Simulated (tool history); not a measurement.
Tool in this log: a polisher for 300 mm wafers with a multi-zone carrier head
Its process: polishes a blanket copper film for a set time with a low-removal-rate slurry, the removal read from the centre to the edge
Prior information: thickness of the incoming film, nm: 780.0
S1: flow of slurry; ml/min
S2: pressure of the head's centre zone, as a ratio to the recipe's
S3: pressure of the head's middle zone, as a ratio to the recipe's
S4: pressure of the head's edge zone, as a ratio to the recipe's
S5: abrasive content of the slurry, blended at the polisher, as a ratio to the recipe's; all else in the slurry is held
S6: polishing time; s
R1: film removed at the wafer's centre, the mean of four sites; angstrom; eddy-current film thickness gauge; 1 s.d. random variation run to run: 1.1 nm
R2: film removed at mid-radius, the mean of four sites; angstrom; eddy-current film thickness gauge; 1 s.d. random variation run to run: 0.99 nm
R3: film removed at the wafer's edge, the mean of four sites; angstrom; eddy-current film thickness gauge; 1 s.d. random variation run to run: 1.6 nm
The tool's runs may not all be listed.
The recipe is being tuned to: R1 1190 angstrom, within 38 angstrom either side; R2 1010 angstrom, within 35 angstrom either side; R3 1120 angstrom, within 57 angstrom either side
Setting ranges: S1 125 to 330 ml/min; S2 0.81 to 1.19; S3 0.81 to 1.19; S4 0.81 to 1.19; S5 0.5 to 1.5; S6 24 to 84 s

run 1 hour=0 | S1=210 S2=1 S3=1 S4=1 S5=1 S6=54 | R1=1626.2 R2=1649 R3=1723.9
run 2 hour=5.2 | S1=210 S2=1 S3=1 S4=1 S5=0.85 S6=54 | R1=1587.4 R2=1596.7 R3=1668.3
run 3 hour=5.8 | S1=210 S2=1.06 S3=1 S4=1 S5=0.85 S6=54 | R1=1708.6 R2=1576 R3=1643.9
run 4 hour=7.6 | S1=200 S2=1.05 S3=0.96 S4=0.96 S5=0.75 S6=49 | R1=1480.5 R2=1328.4 R3=1395.3
run 5 hour=15.4 | S1=200 S2=1.05 S3=0.96 S4=1.02 S5=0.75 S6=49 | R1=1455.2 R2=1370.7 R3=1451.8
run 6 hour=18.2 | S1=190 S2=1.03 S3=0.91 S4=0.97 S5=0.65 S6=48 | R1=1332.5 R2=1233.4 R3=1359.7
run 7 hour=26.8 | S1=185 S2=1.03 S3=0.89 S4=0.93 S5=0.6 S6=47 | R1=1290.2 R2=1157.5 R3=1254.7
run 8 hour=33 | S1=175 S2=1.03 S3=0.86 S4=0.9 S5=0.55 S6=47 | R1=1255.6 R2=1073.7 R3=1196.9
run 9 hour=36.4 | S1=165 S2=1.02 S3=0.86 S4=0.88 S5=0.55 S6=47 | R1=1245.1 R2=1077.5 R3=1168.8
run 10 hour=40 | S1=160 S2=1.01 S3=0.85 S4=0.87 S5=0.55 S6=47 | R1=1214.4 R2=1043.9 R3=1154.9
run 11 hour=47.1 | S1=155 S2=1.01 S3=0.85 S4=0.86 S5=0.55 S6=47 | R1=1215.4 R2=1072.6 R3=1151.6

Which one of the following 5 next-run settings gets every result inside its allowed miss? There is exactly one.
run A hour=54.2 | S1=200 S2=1 S3=0.91 S4=0.92 S5=0.6 S6=44 | R1=? R2=? R3=?
run B hour=54.2 | S1=125 S2=1.14 S3=0.89 S4=0.81 S5=0.8 S6=42 | R1=? R2=? R3=?
run C hour=54.2 | S1=195 S2=1.06 S3=0.96 S4=0.86 S5=0.55 S6=44 | R1=? R2=? R3=?
run D hour=54.2 | S1=155 S2=1.02 S3=0.82 S4=0.84 S5=0.55 S6=46 | R1=? R2=? R3=?
run E hour=54.2 | S1=180 S2=1.04 S3=0.86 S4=1.13 S5=0.5 S6=44 | R1=? R2=? R3=?

move=A R1=1182.3 R2=1119.2 R3=1158.2
move=B R1=1277.2 R2=1052 R3=1065.3
move=C R1=1223.1 R2=1133.9 R3=1095.9
move=D R1=1185.8 R2=1028.5 R3=1109.4
move=E R1=1157.1 R2=1013.5 R3=1211.9
A: moves away from the targets compared with the last run
B: moves away from the targets compared with the last run
C: moves away from the targets compared with the last run
D: hits every target within its allowed miss
E: puts the biggest miss on target and leaves a different result outside tolerance
Correct choice: D, which meets every target

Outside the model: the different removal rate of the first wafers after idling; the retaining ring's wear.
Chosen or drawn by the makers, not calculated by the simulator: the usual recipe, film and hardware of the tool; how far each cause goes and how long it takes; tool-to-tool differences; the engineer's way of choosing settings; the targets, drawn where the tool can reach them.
